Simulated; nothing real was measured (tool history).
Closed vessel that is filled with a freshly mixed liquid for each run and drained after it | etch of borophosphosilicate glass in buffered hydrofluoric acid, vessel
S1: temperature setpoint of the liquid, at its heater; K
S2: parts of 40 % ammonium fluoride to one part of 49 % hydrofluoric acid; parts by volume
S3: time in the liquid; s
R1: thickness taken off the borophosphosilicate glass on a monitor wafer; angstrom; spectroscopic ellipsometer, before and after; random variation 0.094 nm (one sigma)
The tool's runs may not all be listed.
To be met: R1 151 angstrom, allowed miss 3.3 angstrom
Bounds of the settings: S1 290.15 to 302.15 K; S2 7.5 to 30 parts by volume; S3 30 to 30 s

| run | hour | S1 | S2 | S3 | R1 |
|---|---|---|---|---|---|
| 1 | 0 | 294.15 | 21 | 30 | 216.42 |
| 2 | 1.7 | 294.15 | 21 | 30 | 215.78 |
| 3 | 2.8 | 294.15 | 21 | 30 | 216.55 |
| 4 | 7.8 | 293.65 | 21.5 | 30 | 207.61 |
| 5 | 11.6 | 292.15 | 21.5 | 30 | 191.96 |
| 6 | 14.7 | 292.15 | 18 | 30 | 220.82 |
| 7 | 23.3 | 291.65 | 19.5 | 30 | 198.77 |
| 8 | 26.5 | 290.15 | 24.5 | 30 | 156.01 |

Which of these 4 next moves meets every target?
| A | 29.7 | 290.15 | 27.5 | 30 | ? |
| B | 29.7 | 290.15 | 28.5 | 30 | ? |
| C | 29.7 | 291.15 | 30 | 30 | ? |
| D | 29.7 | 290.15 | 25.5 | 30 | ? |

| move | R1 |
|---|---|
| A | 143.84 |
| B | 140.31 |
| C | 143.27 |
| D | 151.6 |
A: takes the result that was furthest off past its target
B: takes the result that was furthest off past its target
C: takes the result that was furthest off past its target
D: meets every target
Answer: D

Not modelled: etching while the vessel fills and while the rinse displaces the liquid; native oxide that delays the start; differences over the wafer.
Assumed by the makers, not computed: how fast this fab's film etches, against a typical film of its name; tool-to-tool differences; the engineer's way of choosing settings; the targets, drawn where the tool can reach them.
